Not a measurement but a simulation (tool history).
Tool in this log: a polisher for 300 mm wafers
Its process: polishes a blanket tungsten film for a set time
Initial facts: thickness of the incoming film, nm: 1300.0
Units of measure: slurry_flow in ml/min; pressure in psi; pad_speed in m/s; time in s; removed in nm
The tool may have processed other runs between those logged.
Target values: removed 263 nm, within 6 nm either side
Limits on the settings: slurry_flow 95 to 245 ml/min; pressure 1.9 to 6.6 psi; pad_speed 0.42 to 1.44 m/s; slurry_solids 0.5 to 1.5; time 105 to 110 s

run    day  slurry_flow  pressure  pad_speed  slurry_solids  time  removed
  1      0          155       4.2       0.92              1   105   444.31
  2  0.208          145       3.6       0.92              1   105   383.72
  3  0.371          140       3.1       0.92              1   105   336.87
  4  0.438          140       3.1       1.06              1   105   384.35
  5  0.512          135       2.7       1.04              1   105   331.12
  6  0.617          115       2.7       1.04              1   105    319.7
  7  0.992          110       2.5       1.04              1   105   301.24
  8  1.212          105       2.4       1.04              1   105   287.94
  9  1.242          100       2.3       1.04              1   105   275.45

4 next moves are on the table. One of them brings every result within its allowed miss. Which?
  A  1.271           95       2.1       1.06            1.1   105        ?
  B  1.271          100       2.1       0.96              1   109        ?
  C  1.271          105       2.1       1.02            1.2   108        ?
  D  1.271           95       2.2       0.96            1.1   105        ?

move  removed
   A   266.95
   B   252.52
   C    277.2
   D   251.96
A: every result within its allowed miss
B: carries the result that was furthest off beyond its target, to the other side
C: moves away from the targets compared with the last run
D: carries the result that was furthest off beyond its target, to the other side
A meets every target.
